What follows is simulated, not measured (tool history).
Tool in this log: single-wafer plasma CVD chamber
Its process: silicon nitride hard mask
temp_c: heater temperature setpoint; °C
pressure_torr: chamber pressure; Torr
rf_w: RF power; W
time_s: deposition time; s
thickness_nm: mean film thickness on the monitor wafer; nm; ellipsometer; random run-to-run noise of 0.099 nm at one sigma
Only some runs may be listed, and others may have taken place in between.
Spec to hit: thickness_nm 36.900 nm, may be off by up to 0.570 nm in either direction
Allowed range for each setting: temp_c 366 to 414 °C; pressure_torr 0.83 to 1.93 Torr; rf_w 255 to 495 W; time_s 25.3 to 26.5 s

run  hour  temp_c  pressure_torr  rf_w  time_s  thickness_nm
  1   0.0     390           1.38   375    26.5        32.222
  2   1.7     390           1.50   380    26.5        33.333
  3   7.6     390           1.50   380    25.3        31.875
  4   9.8     390           1.59   390    25.3        32.813
  5  17.6     390           1.66   400    25.3        33.671
  6  22.5     390           1.71   410    25.3        34.301
  7  26.3     390           1.75   420    25.3        34.938
  8  31.0     390           1.78   425    25.3        35.168
  9  32.1     390           1.81   430    25.3        35.584
 10  39.7     390           1.83   435    25.3        35.870
 11  41.0     390           1.85   440    25.3        36.279

Which single option among these 4 for the next run brings every result within its allowed miss of target? Just one does.
  A  42.3     392           1.93   470    25.8             ?
  B  42.3     407           1.93   495    25.5             ?
  C  42.3     371           1.83   430    25.8             ?
  D  42.3     388           1.93   490    25.3             ?

move  thickness_nm
   A        38.054
   B        38.106
   C        36.549
   D        38.005
A: takes the result that was furthest off past its target
B: takes the result that was furthest off past its target
C: hits every target within its allowed miss
D: takes the result that was furthest off past its target
C is the move that brings every result within its allowed miss.
